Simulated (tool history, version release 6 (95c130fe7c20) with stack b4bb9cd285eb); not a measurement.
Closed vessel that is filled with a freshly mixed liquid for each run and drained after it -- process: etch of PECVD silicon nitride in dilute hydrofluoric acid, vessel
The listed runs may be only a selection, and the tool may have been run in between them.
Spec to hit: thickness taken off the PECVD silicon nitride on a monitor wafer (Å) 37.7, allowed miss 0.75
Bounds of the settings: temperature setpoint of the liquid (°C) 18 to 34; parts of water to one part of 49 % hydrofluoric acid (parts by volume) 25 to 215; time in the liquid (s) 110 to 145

run,hour,temperature setpoint of the liquid (°C),parts of water to one part of 49 % hydrofluoric acid (parts by volume),time in the liquid (s),thickness taken off the PECVD silicon nitride on a monitor wafer (Å)
1,0,26,120,145,30.089
2,4.2,26,155,145,23.047
3,5.5,28,155,145,25.984
4,10.7,28,155,110,19.641
5,15,29.5,140,110,24.21
6,20.9,29.5,105,110,32.207
7,29.3,30.5,105,110,34.461
8,31.3,31,105,110,35.211
9,36.7,31.5,105,110,36.493

Consider the 4 candidate settings below. Which is the only one whose results all fall within their allowed miss of target?
A,42.1,30.5,110,120,?
B,42.1,25.5,85,135,?
C,42.1,30,110,125,?
D,42.1,31.5,120,135,?

move,thickness taken off the PECVD silicon nitride on a monitor wafer (Å)
A,35.798
B,37.858
C,36.146
D,39.225
A: moves away from the targets compared with the last run
B: all results land within tolerance of their targets
C: moves away from the targets compared with the last run
D: moves the result that the last run missed by most past its target, out the other side
Go with B: it meets all targets.

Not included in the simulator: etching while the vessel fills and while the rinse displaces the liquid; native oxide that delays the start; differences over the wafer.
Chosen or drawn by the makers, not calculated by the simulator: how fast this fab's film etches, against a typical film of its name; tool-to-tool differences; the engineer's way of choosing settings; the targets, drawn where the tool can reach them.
